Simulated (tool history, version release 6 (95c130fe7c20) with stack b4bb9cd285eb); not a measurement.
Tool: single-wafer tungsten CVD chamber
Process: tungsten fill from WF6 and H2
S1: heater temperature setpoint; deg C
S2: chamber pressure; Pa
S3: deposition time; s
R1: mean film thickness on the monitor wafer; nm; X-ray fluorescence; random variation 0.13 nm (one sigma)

run	hour	S1	S2	S3	R1
1	0	395	5959	20.8	62.296
2	3.5	395	6666	20.8	65.515
3	8.6	392	6653	20.8	62.037
4	11.4	392	6653	19.7	58.996
5	12.4	392	5773	19.7	55.316
6	15.5	392	6813	19.7	59.416
7	16.9	390	6799	19.7	57.493
8	23.9	388	6786	19.7	55.445
# hour 26.1: thermocouple changed; heater temperature recalibrated
9	26.1	387	6773	19.7	56.896

The next listed run, before its measurement:
10	35	384	6733	19.7	?

{"run 10": {"R1": 54.129}}
